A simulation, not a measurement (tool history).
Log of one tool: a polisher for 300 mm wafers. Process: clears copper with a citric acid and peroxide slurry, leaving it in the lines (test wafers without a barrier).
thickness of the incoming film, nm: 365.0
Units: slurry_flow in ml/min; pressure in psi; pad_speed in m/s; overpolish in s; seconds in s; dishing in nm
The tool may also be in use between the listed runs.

run	hour	slurry_flow	pressure	pad_speed	slurry_solids	overpolish	seconds	dishing
1	0.0	290	3.2	1.40	1.0	22	135.11	42.026
2	2.3	290	3.6	1.42	1.0	20	118.11	43.862
3	5.6	290	2.9	1.42	1.0	20	142.42	36.632
4	9.7	290	3.4	1.44	1.0	19	124.62	40.238
5	16.0	290	3.4	1.44	1.0	11	124.15	25.331
6	22.4	220	3.4	1.44	1.0	11	122.50	25.281
7	25.1	225	3.6	1.48	1.0	13	113.95	31.404
8	26.3	225	3.9	1.50	1.0	14	105.10	35.263

Run 9 comes next. What will it give?
9	30.8	225	4.1	1.50	1.0	15	?	?

{"run 9": {"seconds": 102.72, "dishing": 38.783}}
